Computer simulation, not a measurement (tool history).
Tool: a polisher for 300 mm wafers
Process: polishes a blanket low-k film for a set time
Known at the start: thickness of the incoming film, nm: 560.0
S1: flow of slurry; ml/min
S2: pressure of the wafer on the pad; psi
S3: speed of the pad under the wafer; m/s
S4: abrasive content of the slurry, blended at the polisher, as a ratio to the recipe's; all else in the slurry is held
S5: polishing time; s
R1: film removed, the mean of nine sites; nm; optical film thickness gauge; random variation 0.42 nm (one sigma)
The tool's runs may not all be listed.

Run 1, hour 0: S1 235 ml/min, S2 2.4 psi, S3 1.1 m/s, S4 1, S5 43 s. Result: R1 25.891 nm.
Run 2, hour 8.2: S1 235 ml/min, S2 2.9 psi, S3 1.1 m/s, S4 1, S5 43 s. Result: R1 30.341 nm.
Run 3, hour 13.6: S1 235 ml/min, S2 3 psi, S3 1.1 m/s, S4 1, S5 43 s. Result: R1 32.316 nm.
Run 4, hour 14.5: S1 235 ml/min, S2 3.1 psi, S3 1.1 m/s, S4 1, S5 43 s. Result: R1 32.799 nm.
Run 5, hour 16.2: S1 235 ml/min, S2 2.8 psi, S3 1.1 m/s, S4 1, S5 43 s. Result: R1 30.276 nm.
Run 6, hour 18.4: S1 235 ml/min, S2 2.9 psi, S3 1.1 m/s, S4 1, S5 43 s. Result: R1 30.548 nm.

Forecast run 7:
Run 7, hour 23.2: S1 235 ml/min, S2 3 psi, S3 1.1 m/s, S4 1, S5 43 s. Result: R1 ?.

R1: 32.23 nm
